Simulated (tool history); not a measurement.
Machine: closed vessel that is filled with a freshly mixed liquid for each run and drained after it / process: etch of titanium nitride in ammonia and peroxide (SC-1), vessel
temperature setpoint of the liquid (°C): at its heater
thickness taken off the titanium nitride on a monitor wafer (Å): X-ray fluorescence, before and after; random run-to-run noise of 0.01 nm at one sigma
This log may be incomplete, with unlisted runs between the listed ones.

run  hour  temperature setpoint of the liquid (°C)  parts of water to one part of 30 % peroxide (parts by volume)  parts of 29 % ammonia solution to one part of 30 % peroxide (parts by volume)  time in the liquid (s)  thickness taken off the titanium nitride on a monitor wafer (Å)
  1   0.0                                       47                                                            7.0                                                                           0.90                      70                                                           32.154
  2   1.7                                       47                                                            5.5                                                                           0.90                      70                                                           34.886
  3   5.7                                       47                                                            5.5                                                                           1.05                      70                                                           36.007
  4  10.3                                       47                                                            5.5                                                                           1.15                      70                                                           36.337
  5  17.4                                       47                                                            5.5                                                                           1.15                      70                                                           36.000
  6  22.1                                       40                                                            5.5                                                                           1.15                      70                                                           21.949
  7  30.3                                       40                                                            6.5                                                                           1.10                      70                                                           19.911

Estimate the outcome of run 8 from the log above:
  8  35.6                                       40                                                            7.0                                                                           1.10                      70                                                                ?

Run 8 came out at thickness taken off the titanium nitride on a monitor wafer (Å) 19.326.
